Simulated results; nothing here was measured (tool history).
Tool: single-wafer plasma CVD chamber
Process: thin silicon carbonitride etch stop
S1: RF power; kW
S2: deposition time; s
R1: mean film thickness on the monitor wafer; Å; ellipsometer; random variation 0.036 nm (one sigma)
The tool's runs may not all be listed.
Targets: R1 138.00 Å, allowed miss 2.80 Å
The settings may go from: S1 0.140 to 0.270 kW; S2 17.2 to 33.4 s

run  hour     S1    S2      R1
  1   0.0  0.205  25.3  157.92
  2   8.7  0.200  25.0  155.20
  3  11.8  0.195  24.7  152.82
  4  20.8  0.210  24.7  156.26
  5  25.5  0.200  24.5  151.86
  6  27.2  0.195  24.3  150.08
  7  29.6  0.190  24.1  147.28
  8  33.0  0.185  24.0  145.22
  9  34.0  0.185  24.0  145.55
 10  42.7  0.180  23.9  142.72

Which of these 4 next moves meets every target?
  A  51.4  0.175  24.9   ?
  B  51.4  0.190  22.5   ?
  C  51.4  0.180  24.7   ?
  D  51.4  0.165  25.5   ?

move      R1
   A  148.33
   B  137.64
   C  148.48
   D  149.02
A: further off than the last run
B: meets every target
C: further off than the last run
D: further off than the last run
Answer: B
